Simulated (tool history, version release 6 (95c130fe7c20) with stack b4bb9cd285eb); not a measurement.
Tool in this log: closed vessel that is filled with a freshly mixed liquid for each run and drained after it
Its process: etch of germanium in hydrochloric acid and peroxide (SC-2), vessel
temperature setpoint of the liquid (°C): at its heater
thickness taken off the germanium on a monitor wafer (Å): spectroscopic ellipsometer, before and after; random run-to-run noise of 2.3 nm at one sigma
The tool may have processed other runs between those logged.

run	hour	temperature setpoint of the liquid (°C)	parts of water to one part each of 37 % hydrochloric acid and 30 % peroxide (parts by volume)	time in the liquid (s)	thickness taken off the germanium on a monitor wafer (Å)
1	0.0	60.0	6.0	105	2325.1
2	3.0	60.0	7.5	105	2239.7
3	9.6	63.0	7.0	105	2451.1
4	17.8	63.0	7.0	115	2679.8
5	19.9	65.5	7.0	115	2883.2
6	24.1	67.0	7.0	115	3041.1
7	30.4	67.0	7.0	115	3057.8
8	32.0	67.5	7.0	115	3085.0
9	39.4	68.0	7.0	115	3194.5

Predict the results of run 10:
10	46.4	68.5	7.0	115	?

thickness taken off the germanium on a monitor wafer (Å): 3198.6
